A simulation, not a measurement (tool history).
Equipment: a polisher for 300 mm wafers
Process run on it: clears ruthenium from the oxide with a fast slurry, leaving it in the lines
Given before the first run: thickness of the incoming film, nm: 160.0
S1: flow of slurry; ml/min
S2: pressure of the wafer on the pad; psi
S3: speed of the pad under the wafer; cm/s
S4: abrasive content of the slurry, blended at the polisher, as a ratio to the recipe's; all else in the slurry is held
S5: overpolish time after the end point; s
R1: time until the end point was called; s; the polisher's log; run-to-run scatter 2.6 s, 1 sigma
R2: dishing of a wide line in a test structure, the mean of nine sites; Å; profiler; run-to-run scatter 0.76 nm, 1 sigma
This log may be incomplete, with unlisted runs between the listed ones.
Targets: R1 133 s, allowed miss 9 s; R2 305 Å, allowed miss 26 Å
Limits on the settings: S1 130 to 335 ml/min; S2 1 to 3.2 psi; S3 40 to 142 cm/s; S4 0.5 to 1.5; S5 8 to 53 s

| run | hour | S1 | S2 | S3 | S4 | S5 | R1 | R2 |
|---|---|---|---|---|---|---|---|---|
| 1 | 0 | 215 | 2.1 | 90 | 1 | 27 | 50.382 | 580.16 |
| 2 | 6.7 | 215 | 2.1 | 90 | 1 | 31 | 51.329 | 651.34 |
| 3 | 12.6 | 215 | 2.1 | 90 | 1 | 22 | 51.123 | 472.48 |
| 4 | 13.5 | 215 | 1.6 | 90 | 1 | 22 | 63.552 | 390.98 |
| 5 | 22 | 215 | 1.6 | 90 | 1.15 | 22 | 60.043 | 413.24 |
| 6 | 28.6 | 215 | 1.6 | 90 | 1.15 | 31 | 61.467 | 558.91 |
| 7 | 33.1 | 215 | 1.5 | 80 | 1.15 | 31 | 72.002 | 505.13 |
| 8 | 39.2 | 215 | 1.4 | 72 | 1.15 | 31 | 85.255 | 415.27 |
| 9 | 40 | 215 | 1.3 | 68 | 1.15 | 32 | 95.515 | 381.27 |
| 10 | 47 | 215 | 1.2 | 66 | 1.15 | 33 | 104.52 | 341.11 |
| 11 | 49.8 | 215 | 1.2 | 64 | 1.15 | 34 | 105.06 | 353.84 |
| 12 | 58.2 | 215 | 1.2 | 62 | 1.15 | 35 | 110.6 | 365.13 |
| 13 | 61.5 | 215 | 1.2 | 60 | 1.15 | 35 | 117.25 | 339.43 |

Consider the 5 candidate settings below. Which is the only one whose results all fall within their allowed miss of target?
| A | 64.8 | 200 | 1 | 64 | 1 | 35 | ? | ? |
| B | 64.8 | 225 | 1.4 | 42 | 1.3 | 45 | ? | ? |
| C | 64.8 | 255 | 1.2 | 44 | 1.15 | 40 | ? | ? |
| D | 64.8 | 230 | 1.2 | 62 | 1.1 | 30 | ? | ? |
| E | 64.8 | 215 | 1 | 48 | 1.25 | 50 | ? | ? |

| move | R1 | R2 |
|---|---|---|
| A | 132.65 | 301.15 |
| B | 135.25 | 372.86 |
| C | 151.33 | 301.64 |
| D | 112.26 | 304.73 |
| E | 159.73 | 352.64 |
A: all results in spec
B: gets the furthest-off result to its target, but another result is out of tolerance
C: the result that was furthest off in the last run now lies on the other side of its target
D: moves away from the targets compared with the last run
E: the result that was furthest off in the last run now lies on the other side of its target
The right move is A.

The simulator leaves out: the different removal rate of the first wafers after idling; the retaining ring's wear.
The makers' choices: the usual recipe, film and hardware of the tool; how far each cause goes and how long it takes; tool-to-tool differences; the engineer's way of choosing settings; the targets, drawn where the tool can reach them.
